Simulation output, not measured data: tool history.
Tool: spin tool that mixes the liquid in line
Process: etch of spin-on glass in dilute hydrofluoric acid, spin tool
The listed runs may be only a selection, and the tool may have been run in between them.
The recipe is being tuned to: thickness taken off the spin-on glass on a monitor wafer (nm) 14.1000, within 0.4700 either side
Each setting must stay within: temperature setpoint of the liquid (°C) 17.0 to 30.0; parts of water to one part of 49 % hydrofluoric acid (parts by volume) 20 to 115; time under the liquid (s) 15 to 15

run	hour	temperature setpoint of the liquid (°C)	parts of water to one part of 49 % hydrofluoric acid (parts by volume)	time under the liquid (s)	thickness taken off the spin-on glass on a monitor wafer (nm)
1	0.0	22.0	65	15	7.9924
2	5.6	20.5	65	15	7.5096
3	6.8	22.5	60	15	8.9032
4	15.0	24.0	60	15	9.3587
5	23.1	25.5	55	15	11.0570
6	27.1	25.5	65	15	9.1183
# hour 30.3: thermometer replaced
7	30.3	26.5	60	15	11.0170
8	35.4	27.5	60	15	11.4030
9	38.3	28.0	60	15	11.7950
10	41.7	28.5	60	15	11.8670
11	47.1	29.0	60	15	12.1910

Below are 4 possible settings for the next run. Only one of them brings all results inside the allowed miss of their targets. Which is it?
A	52.5	26.5	45	15	?
B	52.5	30.0	70	15	?
C	52.5	28.0	70	15	?
D	52.5	28.0	50	15	?

move	thickness taken off the spin-on glass on a monitor wafer (nm)
A	15.0590
B	10.7200
C	9.9183
D	14.2920
A: carries the result that was furthest off beyond its target, to the other side
B: moves away from the targets compared with the last run
C: moves away from the targets compared with the last run
D: every result within its allowed miss
Answer: D
